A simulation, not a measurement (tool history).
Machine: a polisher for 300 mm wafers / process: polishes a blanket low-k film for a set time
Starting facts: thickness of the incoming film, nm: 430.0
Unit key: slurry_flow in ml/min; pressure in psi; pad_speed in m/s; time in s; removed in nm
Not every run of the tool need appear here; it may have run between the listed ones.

run 1 day=0 | slurry_flow=145 pressure=2.2 pad_speed=0.92 slurry_solids=1 time=35 | removed=15.137
run 2 day=0.038 | slurry_flow=150 pressure=2.3 pad_speed=0.92 slurry_solids=1 time=35 | removed=16.001
run 3 day=0.375 | slurry_flow=150 pressure=1.9 pad_speed=0.92 slurry_solids=1 time=35 | removed=13.324
run 4 day=0.442 | slurry_flow=120 pressure=1.9 pad_speed=0.92 slurry_solids=1 time=35 | removed=12.791
run 5 day=0.742 | slurry_flow=105 pressure=1.9 pad_speed=0.92 slurry_solids=1 time=35 | removed=12.323
run 6 day=1.033 | slurry_flow=105 pressure=1.9 pad_speed=0.92 slurry_solids=1 time=31 | removed=10.86
run 7 day=1.212 | slurry_flow=115 pressure=2 pad_speed=0.92 slurry_solids=1 time=31 | removed=11.635
run 8 day=1.425 | slurry_flow=155 pressure=2.6 pad_speed=0.94 slurry_solids=1 time=31 | removed=16.167
run 9 day=1.5 | slurry_flow=160 pressure=2.7 pad_speed=0.94 slurry_solids=1 time=31 | removed=17.098
run 10 day=1.708 | slurry_flow=165 pressure=2.8 pad_speed=0.94 slurry_solids=1 time=31 | removed=17.901
run 11 day=2.038 | slurry_flow=170 pressure=2.8 pad_speed=0.94 slurry_solids=1 time=31 | removed=17.72

Predict the results of run 12:
run 12 day=2.146 | slurry_flow=170 pressure=2.8 pad_speed=0.94 slurry_solids=1 time=31 | removed=?

removed: 17.506 nm
